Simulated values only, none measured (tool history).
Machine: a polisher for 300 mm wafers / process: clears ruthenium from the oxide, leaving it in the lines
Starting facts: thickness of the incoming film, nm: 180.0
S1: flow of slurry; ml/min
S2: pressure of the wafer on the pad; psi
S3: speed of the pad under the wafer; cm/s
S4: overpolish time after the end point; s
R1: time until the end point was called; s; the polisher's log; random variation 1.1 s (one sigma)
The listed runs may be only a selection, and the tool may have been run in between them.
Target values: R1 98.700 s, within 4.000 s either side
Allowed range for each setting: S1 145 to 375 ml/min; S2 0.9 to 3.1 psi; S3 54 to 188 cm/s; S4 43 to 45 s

run,day,S1,S2,S3,S4,R1
1,0.000,240,2.0,120,43,134.180
2,0.371,240,2.0,106,43,147.640
3,0.567,240,2.0,88,43,176.520
4,0.662,240,2.0,74,43,202.990
5,0.750,240,2.0,74,43,202.740
6,0.871,240,1.7,74,43,234.280
7,1.092,250,2.3,102,43,134.110
8,1.229,250,2.4,102,43,130.400
9,1.267,250,2.5,102,43,121.640
10,1.417,250,2.6,102,43,121.010
11,1.558,250,2.7,102,43,116.640
12,1.700,255,2.7,102,43,113.400
13,1.933,255,2.7,102,43,115.750

Pick the move, out of 5, that brings all results within their allowed miss; only one does.
A,2.167,205,2.5,112,43,?
B,2.167,260,3.0,120,43,?
C,2.167,235,3.0,108,44,?
D,2.167,260,3.0,118,43,?
E,2.167,265,2.0,148,45,?

move,R1
A,115.680
B,88.637
C,98.270
D,89.958
E,108.970
A: no nearer and no further than the last run
B: the result that was furthest off in the last run now lies on the other side of its target
C: meets every target
D: the result that was furthest off in the last run now lies on the other side of its target
E: nearer than the last run, and not there yet
C is the move that brings every result within its allowed miss.
